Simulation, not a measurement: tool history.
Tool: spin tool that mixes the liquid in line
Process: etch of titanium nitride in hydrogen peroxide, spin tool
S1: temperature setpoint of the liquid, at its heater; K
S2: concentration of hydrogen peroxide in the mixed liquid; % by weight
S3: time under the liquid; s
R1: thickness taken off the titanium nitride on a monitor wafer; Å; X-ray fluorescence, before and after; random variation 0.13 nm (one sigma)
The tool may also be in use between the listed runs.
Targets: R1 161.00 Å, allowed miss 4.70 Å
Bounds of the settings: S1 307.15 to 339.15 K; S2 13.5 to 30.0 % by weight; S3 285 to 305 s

run  hour      S1    S2   S3      R1
  1   0.0  323.15  25.5  285  121.50
  2   8.1  323.15  22.5  285  116.53
  3  11.2  324.65  22.5  285  130.76
  4  20.1  325.65  22.5  285  141.07
  5  27.5  325.65  20.0  285  138.54
  6  33.4  326.15  20.0  285  142.01
  7  42.4  326.65  20.0  285  145.22
  8  50.4  327.15  20.0  285  153.81

Which of these 4 next moves meets every target?
  A  58.4  325.15  24.0  305   ?
  B  58.4  326.15  19.5  295   ?
  C  58.4  327.65  13.5  285   ?
  D  58.4  327.65  16.0  305   ?

move      R1
   A  145.47
   B  144.46
   C  143.54
   D  159.20
A: further off than the last run
B: further off than the last run
C: further off than the last run
D: meets every target
Move D is the one to make.

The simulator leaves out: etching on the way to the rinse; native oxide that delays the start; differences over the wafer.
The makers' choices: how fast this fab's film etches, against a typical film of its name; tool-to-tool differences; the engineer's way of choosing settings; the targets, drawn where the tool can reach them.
